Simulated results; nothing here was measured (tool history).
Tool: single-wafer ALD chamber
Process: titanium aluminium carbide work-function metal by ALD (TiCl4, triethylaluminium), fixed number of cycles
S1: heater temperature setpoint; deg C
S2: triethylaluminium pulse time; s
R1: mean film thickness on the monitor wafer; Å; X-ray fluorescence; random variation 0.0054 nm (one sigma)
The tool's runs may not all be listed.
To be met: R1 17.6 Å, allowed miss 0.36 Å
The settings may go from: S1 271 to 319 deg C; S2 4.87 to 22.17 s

Run 1, day 0: S1 295 deg C, S2 13.52 s. Result: R1 18.513 Å.
Run 2, day 0.225: S1 306 deg C, S2 13.52 s. Result: R1 19.496 Å.
Run 3, day 0.517: S1 296 deg C, S2 13.52 s. Result: R1 18.603 Å.
Run 4, day 0.875: S1 293 deg C, S2 13.25 s. Result: R1 18.263 Å.
Run 5, day 0.942: S1 293 deg C, S2 15.69 s. Result: R1 18.344 Å.
Run 6, day 1.079: S1 291 deg C, S2 15.62 s. Result: R1 18.168 Å.
Run 7, day 1.121: S1 289 deg C, S2 15.56 s. Result: R1 18.08 Å.
At day 1.225: thermocouple changed; heater temperature recalibrated.
Run 8, day 1.225: S1 288 deg C, S2 15.47 s. Result: R1 18.547 Å.
Run 9, day 1.262: S1 276 deg C, S2 11.14 s. Result: R1 16.918 Å.
Run 10, day 1.588: S1 278 deg C, S2 11.44 s. Result: R1 17.194 Å.
Run 11, day 1.946: S1 278 deg C, S2 11.44 s. Result: R1 17.221 Å.

Which of these 5 next moves meets every target?
Run A, day 2.304: S1 271 deg C, S2 12.3 s. Result: R1 ?.
Run B, day 2.304: S1 288 deg C, S2 11.16 s. Result: R1 ?.
Run C, day 2.304: S1 278 deg C, S2 16.35 s. Result: R1 ?.
Run D, day 2.304: S1 289 deg C, S2 12.03 s. Result: R1 ?.
Run E, day 2.304: S1 287 deg C, S2 12.96 s. Result: R1 ?.

move      R1
   A  16.641
   B  18.062
   C  17.513
   D  18.293
   E  18.205
A: further off than the last run
B: takes the result that was furthest off past its target
C: meets every target
D: takes the result that was furthest off past its target
E: takes the result that was furthest off past its target
Answer: C

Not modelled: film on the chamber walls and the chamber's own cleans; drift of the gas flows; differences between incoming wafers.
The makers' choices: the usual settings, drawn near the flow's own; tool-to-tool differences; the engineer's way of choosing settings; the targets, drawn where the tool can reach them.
